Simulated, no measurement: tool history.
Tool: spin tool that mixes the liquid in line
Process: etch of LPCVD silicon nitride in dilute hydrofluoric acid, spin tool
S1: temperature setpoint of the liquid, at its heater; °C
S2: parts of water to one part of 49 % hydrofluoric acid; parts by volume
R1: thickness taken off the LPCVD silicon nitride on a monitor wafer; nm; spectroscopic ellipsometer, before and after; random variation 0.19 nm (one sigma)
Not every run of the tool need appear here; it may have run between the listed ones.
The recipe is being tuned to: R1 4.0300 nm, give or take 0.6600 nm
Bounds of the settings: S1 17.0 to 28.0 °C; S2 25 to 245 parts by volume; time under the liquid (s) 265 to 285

run 1 hour=0.0 | S1=20.0 S2=135 time_under_the_liquid_(s)=265 | R1=0.9993
run 2 hour=7.4 | S1=20.0 S2=135 time_under_the_liquid_(s)=285 | R1=1.0678
run 3 hour=12.3 | S1=21.0 S2=120 time_under_the_liquid_(s)=285 | R1=1.3027
run 4 hour=21.1 | S1=22.0 S2=105 time_under_the_liquid_(s)=285 | R1=1.5490
run 5 hour=26.6 | S1=22.0 S2=130 time_under_the_liquid_(s)=285 | R1=1.1991
run 6 hour=33.9 | S1=22.0 S2=80 time_under_the_liquid_(s)=285 | R1=2.1517
run 7 hour=41.1 | S1=25.5 S2=30 time_under_the_liquid_(s)=285 | R1=6.6335
run 8 hour=48.7 | S1=25.0 S2=30 time_under_the_liquid_(s)=285 | R1=6.5892
run 9 hour=53.4 | S1=24.5 S2=30 time_under_the_liquid_(s)=285 | R1=6.2661
run 10 hour=62.1 | S1=24.0 S2=30 time_under_the_liquid_(s)=285 | R1=5.7649
run 11 hour=69.4 | S1=23.5 S2=30 time_under_the_liquid_(s)=285 | R1=6.0445
run 12 hour=70.9 | S1=23.5 S2=35 time_under_the_liquid_(s)=285 | R1=4.9803

Pick the move, out of 5, that brings all results within their allowed miss; only one does.
run A hour=72.4 | S1=24.5 S2=30 time_under_the_liquid_(s)=280 | R1=?
run B hour=72.4 | S1=24.0 S2=45 time_under_the_liquid_(s)=270 | R1=?
run C hour=72.4 | S1=25.5 S2=70 time_under_the_liquid_(s)=270 | R1=?
run D hour=72.4 | S1=23.5 S2=25 time_under_the_liquid_(s)=285 | R1=?
run E hour=72.4 | S1=23.5 S2=60 time_under_the_liquid_(s)=270 | R1=?

move=A R1=6.2808
move=B R1=3.9472
move=C R1=2.8275
move=D R1=7.1184
move=E R1=2.8796
A: its largest miss is bigger than the last run's
B: in spec on every target
C: moves the result that the last run missed by most past its target, out the other side
D: its largest miss is bigger than the last run's
E: moves the result that the last run missed by most past its target, out the other side
B meets every target.
